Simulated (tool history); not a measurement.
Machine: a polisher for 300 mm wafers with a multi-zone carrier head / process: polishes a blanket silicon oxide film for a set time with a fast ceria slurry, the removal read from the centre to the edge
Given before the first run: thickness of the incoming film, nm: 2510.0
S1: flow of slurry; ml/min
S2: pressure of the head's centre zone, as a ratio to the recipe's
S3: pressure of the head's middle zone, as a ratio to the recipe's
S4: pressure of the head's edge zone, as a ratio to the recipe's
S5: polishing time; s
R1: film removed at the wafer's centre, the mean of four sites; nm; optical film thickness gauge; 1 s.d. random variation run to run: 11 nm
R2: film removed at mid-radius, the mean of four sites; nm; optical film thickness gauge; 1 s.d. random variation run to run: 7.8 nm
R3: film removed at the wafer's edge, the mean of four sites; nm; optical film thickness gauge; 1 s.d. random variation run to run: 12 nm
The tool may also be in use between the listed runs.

| run | hour | S1 | S2 | S3 | S4 | S5 | R1 | R2 | R3 |
|---|---|---|---|---|---|---|---|---|---|
| 1 | 0.0 | 145 | 1.00 | 1.00 | 1.00 | 52 | 633.55 | 616.55 | 626.73 |
| 2 | 3.0 | 145 | 1.00 | 1.00 | 1.00 | 59 | 705.67 | 686.99 | 705.83 |
| 3 | 6.3 | 160 | 1.05 | 1.00 | 1.02 | 60 | 785.31 | 713.59 | 751.14 |
| 4 | 11.3 | 160 | 1.05 | 0.92 | 1.02 | 60 | 774.41 | 686.95 | 725.60 |
| 5 | 15.8 | 185 | 1.05 | 0.92 | 1.02 | 60 | 802.67 | 704.09 | 761.44 |
| 6 | 21.3 | 190 | 1.08 | 0.94 | 1.02 | 61 | 843.84 | 719.13 | 791.24 |
| 7 | 23.4 | 190 | 1.11 | 0.97 | 0.99 | 62 | 887.81 | 749.43 | 772.03 |
| 8 | 28.8 | 195 | 1.12 | 0.98 | 1.00 | 62 | 921.00 | 778.08 | 797.62 |

The next listed run, before its measurement:
| 9 | 34.8 | 200 | 1.13 | 0.97 | 1.01 | 62 | ? | ? | ? |

R1: 910.04 nm
R2: 766.08 nm
R3: 811.05 nm

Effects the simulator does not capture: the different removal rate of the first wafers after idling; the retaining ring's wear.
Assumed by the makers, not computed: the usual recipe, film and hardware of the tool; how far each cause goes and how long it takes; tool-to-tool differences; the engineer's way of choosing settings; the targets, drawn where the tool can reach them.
